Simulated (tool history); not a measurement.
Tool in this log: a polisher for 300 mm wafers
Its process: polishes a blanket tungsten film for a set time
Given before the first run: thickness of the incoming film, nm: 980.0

run,hour,flow of slurry (ml/min),pressure of the wafer on the pad (psi),speed of the pad under the wafer (cm/s),abrasive content of the slurry,polishing time (s),film removed (Å)
1,0.0,240,4.8,106,1.0,69,4843.0
2,3.8,240,4.8,106,1.0,73,5049.7
3,5.0,240,4.8,106,1.0,69,4812.3
4,11.9,240,4.8,118,1.0,69,5240.0
5,20.9,240,4.8,118,1.0,73,5522.6
6,24.1,240,4.8,118,0.9,73,5241.6
7,32.0,240,5.0,118,0.9,73,5440.9
8,40.9,240,5.2,118,0.9,73,5740.0
9,49.4,240,5.3,118,0.9,73,5847.0
10,55.4,240,5.4,118,0.9,73,5870.8

What will run 11 give?
11,59.3,240,5.5,118,0.9,73,?

Run 11 came out at film removed (Å) 6027.8.
